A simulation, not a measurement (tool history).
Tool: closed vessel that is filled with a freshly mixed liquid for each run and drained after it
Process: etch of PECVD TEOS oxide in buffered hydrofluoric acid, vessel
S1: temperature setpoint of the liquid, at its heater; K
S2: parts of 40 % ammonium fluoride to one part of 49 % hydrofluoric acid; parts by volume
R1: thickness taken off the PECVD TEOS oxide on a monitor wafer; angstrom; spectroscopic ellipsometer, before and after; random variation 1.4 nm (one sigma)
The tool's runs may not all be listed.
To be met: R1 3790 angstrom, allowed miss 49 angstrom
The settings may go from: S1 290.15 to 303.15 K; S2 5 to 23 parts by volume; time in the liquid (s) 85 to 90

{"run": 1, "hour": 0.0, "S1": 295.15, "S2": 14, "time in the liquid (s)": 85, "R1": 1396.9}
{"run": 2, "hour": 8.8, "S1": 298.15, "S2": 14, "time in the liquid (s)": 85, "R1": 1652.7}
{"run": 3, "hour": 16.8, "S1": 298.15, "S2": 10.5, "time in the liquid (s)": 85, "R1": 2201.6}
{"run": 4, "hour": 18.0, "S1": 298.65, "S2": 10, "time in the liquid (s)": 85, "R1": 2363.9}
{"run": 5, "hour": 23.0, "S1": 298.65, "S2": 10, "time in the liquid (s)": 90, "R1": 2494.6}
{"run": 6, "hour": 27.7, "S1": 298.65, "S2": 10, "time in the liquid (s)": 85, "R1": 2380.1}
{"run": 7, "hour": 34.3, "S1": 299.15, "S2": 9.5, "time in the liquid (s)": 85, "R1": 2496.8}
{"run": 8, "hour": 37.9, "S1": 299.15, "S2": 9.5, "time in the liquid (s)": 85, "R1": 2503.1}
{"run": 9, "hour": 47.1, "S1": 299.65, "S2": 9, "time in the liquid (s)": 85, "R1": 2653.2}
{"run": 10, "hour": 53.6, "S1": 300.15, "S2": 8.5, "time in the liquid (s)": 85, "R1": 2899}
{"run": 11, "hour": 61.1, "S1": 300.65, "S2": 8.5, "time in the liquid (s)": 85, "R1": 2989.5}
{"run": 12, "hour": 65.8, "S1": 303.15, "S2": 7, "time in the liquid (s)": 85, "R1": 4199.5}
{"run": 13, "hour": 69.0, "S1": 302.65, "S2": 7, "time in the liquid (s)": 85, "R1": 4084.2}
{"run": 14, "hour": 70.3, "S1": 302.15, "S2": 7, "time in the liquid (s)": 85, "R1": 3972.1}
{"run": 15, "hour": 72.8, "S1": 301.65, "S2": 7, "time in the liquid (s)": 85, "R1": 3891.5}

Which of these 5 next moves meets every target?
{"run": "A", "hour": 75.3, "S1": 302.15, "S2": 7.5, "time in the liquid (s)": 85, "R1": "?"}
{"run": "B", "hour": 75.3, "S1": 300.65, "S2": 6.5, "time in the liquid (s)": 85, "R1": "?"}
{"run": "C", "hour": 75.3, "S1": 300.65, "S2": 7, "time in the liquid (s)": 90, "R1": "?"}
{"run": "D", "hour": 75.3, "S1": 303.15, "S2": 7.5, "time in the liquid (s)": 85, "R1": "?"}
{"run": "E", "hour": 75.3, "S1": 300.15, "S2": 7, "time in the liquid (s)": 90, "R1": "?"}

move=A R1=3695.6
move=B R1=3921
move=C R1=3893.3
move=D R1=3895
move=E R1=3790.9
A: takes the result that was furthest off past its target
B: further off than the last run
C: as far off as the last run
D: as far off as the last run
E: meets every target
The right move is E.

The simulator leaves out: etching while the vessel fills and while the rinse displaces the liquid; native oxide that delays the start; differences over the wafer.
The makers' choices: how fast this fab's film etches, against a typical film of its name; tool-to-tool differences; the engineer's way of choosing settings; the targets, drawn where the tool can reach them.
